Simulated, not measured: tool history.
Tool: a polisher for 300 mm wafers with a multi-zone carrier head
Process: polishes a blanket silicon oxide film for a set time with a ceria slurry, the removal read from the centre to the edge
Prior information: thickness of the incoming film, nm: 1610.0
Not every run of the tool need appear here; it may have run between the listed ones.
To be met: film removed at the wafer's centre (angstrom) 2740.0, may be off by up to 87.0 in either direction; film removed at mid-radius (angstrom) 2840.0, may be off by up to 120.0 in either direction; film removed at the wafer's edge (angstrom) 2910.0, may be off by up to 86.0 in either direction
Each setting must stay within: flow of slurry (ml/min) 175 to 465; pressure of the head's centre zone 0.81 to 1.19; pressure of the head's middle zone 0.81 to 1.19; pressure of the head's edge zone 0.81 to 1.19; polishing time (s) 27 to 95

run  hour  flow of slurry (ml/min)  pressure of the head's centre zone  pressure of the head's middle zone  pressure of the head's edge zone  polishing time (s)  film removed at the wafer's centre (angstrom)  film removed at mid-radius (angstrom)  film removed at the wafer's edge (angstrom)
  1   0.0                      295                                1.00                                1.00                              1.00                  61                                         2545.4                                 2181.4                                       2085.3
  2   4.9                      295                                0.95                                1.00                              1.00                  61                                         2370.9                                 2207.8                                       2056.2
  3   9.0                      295                                0.95                                1.00                              1.04                  61                                         2385.8                                 2177.3                                       2122.8
  4  14.3                      295                                0.95                                1.00                              1.04                  53                                         2066.0                                 1921.6                                       1828.2
  5  23.0                      295                                0.95                                0.92                              1.04                  53                                         2039.2                                 1752.7                                       1839.6
     26.4  -- centre zone pressure recalibrated
  6  26.4                      290                                0.92                                0.94                              1.07                  60                                         2044.2                                 2060.9                                       2099.1
  7  29.1                      295                                0.94                                0.96                              1.10                  64                                         2239.9                                 2153.7                                       2266.2
  8  37.4                      295                                0.94                                0.98                              1.11                  68                                         2320.4                                 2399.8                                       2379.5
  9  45.4                      300                                0.95                                0.98                              1.12                  71                                         2474.7                                 2455.3                                       2542.2
 10  48.3                      310                                0.95                                0.99                              1.13                  73                                         2567.0                                 2627.0                                       2586.3
 11  55.3                      305                                0.95                                0.99                              1.14                  75                                         2656.8                                 2621.0                                       2691.0

Consider the 4 candidate settings below. Which is the only one whose results all fall within their allowed miss of target?
  A  62.3                      200                                0.96                                0.87                              1.19                  81                                              ?                                      ?                                            ?
  B  62.3                      250                                0.91                                0.81                              1.19                  81                                              ?                                      ?                                            ?
  C  62.3                      265                                0.92                                0.97                              1.15                  81                                              ?                                      ?                                            ?
  D  62.3                      295                                0.92                                0.97                              1.19                  75                                              ?                                      ?                                            ?

move  film removed at the wafer's centre (angstrom)  film removed at mid-radius (angstrom)  film removed at the wafer's edge (angstrom)
   A                                         2791.6                                 2470.4                                       2932.6
   B                                         2706.1                                 2379.6                                       2981.3
   C                                         2754.6                                 2776.4                                       2942.3
   D                                         2575.7                                 2593.5                                       2783.8
A: brings the result that was furthest off to its target, and leaves another outside
B: brings the result that was furthest off to its target, and leaves another outside
C: meets every target
D: better than the last run, though not everything is in spec
Move C is the one to make.

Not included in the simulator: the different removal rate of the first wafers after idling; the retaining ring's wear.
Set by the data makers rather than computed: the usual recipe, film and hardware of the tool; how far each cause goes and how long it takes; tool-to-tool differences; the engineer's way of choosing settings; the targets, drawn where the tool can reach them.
